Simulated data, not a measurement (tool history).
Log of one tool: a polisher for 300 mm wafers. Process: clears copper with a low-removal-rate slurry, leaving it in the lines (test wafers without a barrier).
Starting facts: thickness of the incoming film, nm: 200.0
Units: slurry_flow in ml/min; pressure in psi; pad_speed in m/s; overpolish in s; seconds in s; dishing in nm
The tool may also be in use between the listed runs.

run 1 hour=0 | slurry_flow=200 pressure=2.5 pad_speed=1.04 slurry_solids=1 overpolish=27 | seconds=68.224 dishing=49.015
run 2 hour=2.8 | slurry_flow=200 pressure=2.5 pad_speed=1.04 slurry_solids=0.9 overpolish=27 | seconds=70.112 dishing=49.856
run 3 hour=8.4 | slurry_flow=200 pressure=2.5 pad_speed=1.04 slurry_solids=0.7 overpolish=27 | seconds=76.446 dishing=46.866
run 4 hour=13.8 | slurry_flow=230 pressure=2.5 pad_speed=1.04 slurry_solids=0.7 overpolish=27 | seconds=74.965 dishing=46.85
run 5 hour=22 | slurry_flow=230 pressure=2.5 pad_speed=1.04 slurry_solids=0.7 overpolish=23 | seconds=75.344 dishing=41.241
run 6 hour=25.1 | slurry_flow=230 pressure=2.5 pad_speed=1.28 slurry_solids=0.7 overpolish=23 | seconds=60.732 dishing=47.454
run 7 hour=28.2 | slurry_flow=230 pressure=2.6 pad_speed=1.26 slurry_solids=0.7 overpolish=26 | seconds=59.987 dishing=55.691
run 8 hour=35.7 | slurry_flow=205 pressure=3.1 pad_speed=1.2 slurry_solids=0.7 overpolish=35 | seconds=53.863 dishing=75.838
run 9 hour=41.8 | slurry_flow=205 pressure=3.1 pad_speed=1.2 slurry_solids=0.7 overpolish=36 | seconds=54.409 dishing=78.346

For run 10, what comes out?
run 10 hour=42.8 | slurry_flow=205 pressure=3.1 pad_speed=1.2 slurry_solids=0.7 overpolish=37 | seconds=? dishing=?

{"run 10": {"seconds": 53.986, "dishing": 78.052}}
